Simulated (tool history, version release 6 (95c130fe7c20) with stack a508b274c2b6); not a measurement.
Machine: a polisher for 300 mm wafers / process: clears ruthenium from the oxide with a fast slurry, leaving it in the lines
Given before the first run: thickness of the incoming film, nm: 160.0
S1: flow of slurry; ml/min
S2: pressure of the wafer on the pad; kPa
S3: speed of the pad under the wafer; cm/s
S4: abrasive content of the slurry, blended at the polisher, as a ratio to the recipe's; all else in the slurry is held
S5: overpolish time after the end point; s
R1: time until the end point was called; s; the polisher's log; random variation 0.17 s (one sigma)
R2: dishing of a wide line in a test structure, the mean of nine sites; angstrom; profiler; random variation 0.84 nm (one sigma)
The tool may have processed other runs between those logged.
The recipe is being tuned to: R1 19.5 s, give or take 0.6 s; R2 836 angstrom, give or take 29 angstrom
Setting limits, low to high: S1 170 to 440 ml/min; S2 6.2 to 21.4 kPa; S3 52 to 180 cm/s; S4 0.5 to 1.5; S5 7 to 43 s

Run 1, hour 0: S1 280 ml/min, S2 13.8 kPa, S3 116 cm/s, S4 1, S5 22 s. Result: R1 40.53 s, R2 706.65 angstrom.
Run 2, hour 6.7: S1 280 ml/min, S2 13.8 kPa, S3 92 cm/s, S4 1, S5 22 s. Result: R1 50.866 s, R2 578.52 angstrom.
Run 3, hour 11.2: S1 280 ml/min, S2 13.8 kPa, S3 92 cm/s, S4 1, S5 14 s. Result: R1 50.754 s, R2 390.94 angstrom.
Run 4, hour 11.9: S1 280 ml/min, S2 13.8 kPa, S3 92 cm/s, S4 0.8, S5 14 s. Result: R1 58.759 s, R2 347.55 angstrom.
Run 5, hour 17.2: S1 290 ml/min, S2 16.5 kPa, S3 112 cm/s, S4 0.8, S5 13 s. Result: R1 41.053 s, R2 431.09 angstrom.
Run 6, hour 18.8: S1 290 ml/min, S2 16.5 kPa, S3 112 cm/s, S4 0.8, S5 7 s. Result: R1 41.582 s, R2 247.52 angstrom.
Run 7, hour 25.5: S1 290 ml/min, S2 17.2 kPa, S3 134 cm/s, S4 0.85, S5 11 s. Result: R1 31.558 s, R2 465.57 angstrom.
Run 8, hour 32: S1 285 ml/min, S2 18.6 kPa, S3 144 cm/s, S4 0.85, S5 12 s. Result: R1 28.354 s, R2 572.13 angstrom.
Run 9, hour 34.4: S1 305 ml/min, S2 19.3 kPa, S3 152 cm/s, S4 0.85, S5 12 s. Result: R1 25.722 s, R2 622.63 angstrom.
Run 10, hour 41.3: S1 305 ml/min, S2 20 kPa, S3 160 cm/s, S4 0.85, S5 12 s. Result: R1 23.623 s, R2 659.39 angstrom.
Run 11, hour 46.6: S1 305 ml/min, S2 20.7 kPa, S3 166 cm/s, S4 0.85, S5 12 s. Result: R1 22.415 s, R2 694.44 angstrom.
Run 12, hour 52.5: S1 305 ml/min, S2 20.7 kPa, S3 170 cm/s, S4 0.85, S5 12 s. Result: R1 21.734 s, R2 719.75 angstrom.
Run 13, hour 58.4: S1 305 ml/min, S2 20.7 kPa, S3 174 cm/s, S4 0.85, S5 12 s. Result: R1 21.09 s, R2 737.04 angstrom.
Run 14, hour 61.9: S1 305 ml/min, S2 20.7 kPa, S3 176 cm/s, S4 0.85, S5 12 s. Result: R1 20.923 s, R2 739.16 angstrom.
Run 15, hour 66: S1 305 ml/min, S2 20.7 kPa, S3 178 cm/s, S4 0.85, S5 12 s. Result: R1 20.841 s, R2 735.73 angstrom.

Exercise: of the 4 proposed moves below, exactly one satisfies all targets within the stated allowed misses. Which move is it?
Run A, hour 70.1: S1 325 ml/min, S2 19.3 kPa, S3 166 cm/s, S4 0.85, S5 15 s. Result: R1 ?, R2 ?.
Run B, hour 70.1: S1 290 ml/min, S2 19.3 kPa, S3 178 cm/s, S4 0.8, S5 16 s. Result: R1 ?, R2 ?.
Run C, hour 70.1: S1 235 ml/min, S2 21.4 kPa, S3 180 cm/s, S4 0.9, S5 13 s. Result: R1 ?, R2 ?.
Run D, hour 70.1: S1 340 ml/min, S2 21.4 kPa, S3 180 cm/s, S4 0.85, S5 15 s. Result: R1 ?, R2 ?.

move      R1      R2
   A   23.54  824.83
   B  22.977  886.44
   C  19.853   843.4
   D  19.865  945.54
A: puts the biggest miss on target and leaves a different result outside tolerance
B: moves the result that the last run missed by most past its target, out the other side
C: in spec on every target
D: moves the result that the last run missed by most past its target, out the other side
Answer: C
